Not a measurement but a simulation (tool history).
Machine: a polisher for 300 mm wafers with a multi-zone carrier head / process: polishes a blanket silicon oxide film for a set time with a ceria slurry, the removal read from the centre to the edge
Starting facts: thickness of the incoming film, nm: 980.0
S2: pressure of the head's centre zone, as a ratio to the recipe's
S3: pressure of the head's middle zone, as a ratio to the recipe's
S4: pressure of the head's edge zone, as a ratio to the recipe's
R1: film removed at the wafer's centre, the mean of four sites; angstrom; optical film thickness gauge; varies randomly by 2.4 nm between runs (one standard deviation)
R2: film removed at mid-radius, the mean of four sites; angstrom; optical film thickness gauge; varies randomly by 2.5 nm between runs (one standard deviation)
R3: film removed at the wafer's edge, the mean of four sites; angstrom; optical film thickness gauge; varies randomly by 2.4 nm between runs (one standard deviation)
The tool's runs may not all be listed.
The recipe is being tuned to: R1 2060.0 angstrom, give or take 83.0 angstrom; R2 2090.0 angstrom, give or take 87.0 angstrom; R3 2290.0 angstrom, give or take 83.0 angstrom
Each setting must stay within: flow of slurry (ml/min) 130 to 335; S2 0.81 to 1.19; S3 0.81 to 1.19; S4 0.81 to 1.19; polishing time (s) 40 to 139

run 1 day=0.000 | flow_of_slurry_(ml/min)=215 S2=1.00 S3=1.00 S4=1.00 polishing_time_(s)=89 | R1=2538.3 R2=2558.5 R3=2549.8
run 2 day=0.362 | flow_of_slurry_(ml/min)=215 S2=1.00 S3=0.95 S4=1.00 polishing_time_(s)=89 | R1=2566.2 R2=2470.3 R3=2586.2
run 3 day=0.625 | flow_of_slurry_(ml/min)=265 S2=1.00 S3=0.95 S4=1.00 polishing_time_(s)=89 | R1=2620.4 R2=2577.8 R3=2601.3
run 4 day=0.667 | flow_of_slurry_(ml/min)=255 S2=0.96 S3=0.92 S4=0.98 polishing_time_(s)=86 | R1=2480.3 R2=2458.9 R3=2483.8
run 5 day=0.904 | flow_of_slurry_(ml/min)=240 S2=0.93 S3=0.90 S4=0.99 polishing_time_(s)=84 | R1=2297.7 R2=2329.4 R3=2473.5
run 6 day=1.050 | flow_of_slurry_(ml/min)=240 S2=0.93 S3=0.90 S4=1.05 polishing_time_(s)=84 | R1=2236.8 R2=2345.9 R3=2541.7
run 7 day=1.321 | flow_of_slurry_(ml/min)=230 S2=0.92 S3=0.89 S4=1.03 polishing_time_(s)=82 | R1=2208.0 R2=2231.6 R3=2464.0
run 8 day=1.667 | flow_of_slurry_(ml/min)=230 S2=0.92 S3=0.89 S4=1.03 polishing_time_(s)=82 | R1=2230.9 R2=2251.8 R3=2443.6
run 9 day=1.767 | flow_of_slurry_(ml/min)=225 S2=0.91 S3=0.89 S4=1.02 polishing_time_(s)=81 | R1=2141.0 R2=2201.0 R3=2425.7

Pick the move, out of 5, that brings all results within their allowed miss; only one does.
run A day=1.867 | flow_of_slurry_(ml/min)=245 S2=0.89 S3=0.83 S4=0.97 polishing_time_(s)=87 | R1=? R2=? R3=?
run B day=1.867 | flow_of_slurry_(ml/min)=170 S2=0.95 S3=0.94 S4=1.10 polishing_time_(s)=78 | R1=? R2=? R3=?
run C day=1.867 | flow_of_slurry_(ml/min)=205 S2=0.91 S3=0.90 S4=1.03 polishing_time_(s)=84 | R1=? R2=? R3=?
run D day=1.867 | flow_of_slurry_(ml/min)=305 S2=0.91 S3=0.99 S4=1.01 polishing_time_(s)=81 | R1=? R2=? R3=?
run E day=1.867 | flow_of_slurry_(ml/min)=250 S2=0.84 S3=0.95 S4=1.02 polishing_time_(s)=84 | R1=? R2=? R3=?

move=A R1=2290.4 R2=2297.7 R3=2527.5
move=B R1=2048.4 R2=2092.8 R3=2279.7
move=C R1=2196.8 R2=2268.9 R3=2449.8
move=D R1=2239.7 R2=2437.8 R3=2431.5
move=E R1=2101.6 R2=2411.4 R3=2490.2
A: lands further from the targets than the last run did
B: in spec on every target
C: lands further from the targets than the last run did
D: lands further from the targets than the last run did
E: lands further from the targets than the last run did
B meets every target.
